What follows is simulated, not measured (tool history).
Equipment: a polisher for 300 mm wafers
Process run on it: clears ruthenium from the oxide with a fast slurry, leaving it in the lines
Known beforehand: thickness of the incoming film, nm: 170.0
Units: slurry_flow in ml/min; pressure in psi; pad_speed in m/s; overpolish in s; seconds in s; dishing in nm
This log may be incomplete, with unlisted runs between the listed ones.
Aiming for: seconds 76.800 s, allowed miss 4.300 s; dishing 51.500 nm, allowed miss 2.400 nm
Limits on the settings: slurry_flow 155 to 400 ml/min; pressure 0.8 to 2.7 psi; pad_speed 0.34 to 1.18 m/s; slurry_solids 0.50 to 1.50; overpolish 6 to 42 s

Run 1, hour 0.0: slurry_flow 255 ml/min, pressure 1.7 psi, pad_speed 0.76 m/s, slurry_solids 1.00, overpolish 21 s. Result: seconds 100.930 s, dishing 28.042 nm.
Run 2, hour 2.1: slurry_flow 255 ml/min, pressure 1.8 psi, pad_speed 0.76 m/s, slurry_solids 1.00, overpolish 24 s. Result: seconds 95.559 s, dishing 33.403 nm.
Run 3, hour 8.8: slurry_flow 225 ml/min, pressure 1.8 psi, pad_speed 0.76 m/s, slurry_solids 1.00, overpolish 24 s. Result: seconds 98.930 s, dishing 32.833 nm.
Run 4, hour 11.3: slurry_flow 225 ml/min, pressure 1.8 psi, pad_speed 0.76 m/s, slurry_solids 1.00, overpolish 32 s. Result: seconds 96.560 s, dishing 41.261 nm.
Run 5, hour 15.4: slurry_flow 225 ml/min, pressure 1.4 psi, pad_speed 0.76 m/s, slurry_solids 1.00, overpolish 32 s. Result: seconds 126.080 s, dishing 33.663 nm.
Run 6, hour 23.7: slurry_flow 225 ml/min, pressure 1.4 psi, pad_speed 0.76 m/s, slurry_solids 1.10, overpolish 32 s. Result: seconds 117.550 s, dishing 35.715 nm.
Run 7, hour 29.4: slurry_flow 225 ml/min, pressure 1.9 psi, pad_speed 0.78 m/s, slurry_solids 1.10, overpolish 32 s. Result: seconds 86.797 s, dishing 46.035 nm.
Run 8, hour 33.6: slurry_flow 235 ml/min, pressure 2.0 psi, pad_speed 0.78 m/s, slurry_solids 1.10, overpolish 32 s. Result: seconds 81.492 s, dishing 47.213 nm.

5 next moves are on the table. One of them brings every result within its allowed miss. Which?
Run A, hour 37.8: slurry_flow 230 ml/min, pressure 2.2 psi, pad_speed 0.88 m/s, slurry_solids 1.15, overpolish 28 s. Result: seconds ?, dishing ?.
Run B, hour 37.8: slurry_flow 270 ml/min, pressure 2.0 psi, pad_speed 0.82 m/s, slurry_solids 0.85, overpolish 34 s. Result: seconds ?, dishing ?.
Run C, hour 37.8: slurry_flow 225 ml/min, pressure 2.4 psi, pad_speed 0.86 m/s, slurry_solids 0.95, overpolish 35 s. Result: seconds ?, dishing ?.
Run D, hour 37.8: slurry_flow 280 ml/min, pressure 1.8 psi, pad_speed 0.76 m/s, slurry_solids 1.25, overpolish 30 s. Result: seconds ?, dishing ?.
Run E, hour 37.8: slurry_flow 225 ml/min, pressure 2.2 psi, pad_speed 0.74 m/s, slurry_solids 1.10, overpolish 33 s. Result: seconds ?, dishing ?.

move  seconds  dishing
   A   66.679   51.916
   B   91.290   47.452
   C   69.728   58.965
   D   86.274   45.009
   E   79.388   51.529
A: meets the target for the result that was furthest off, but another lies outside its allowed miss
B: its largest miss is bigger than the last run's
C: carries the result that was furthest off beyond its target, to the other side
D: its largest miss is bigger than the last run's
E: all results in spec
Go with E: it meets all targets.
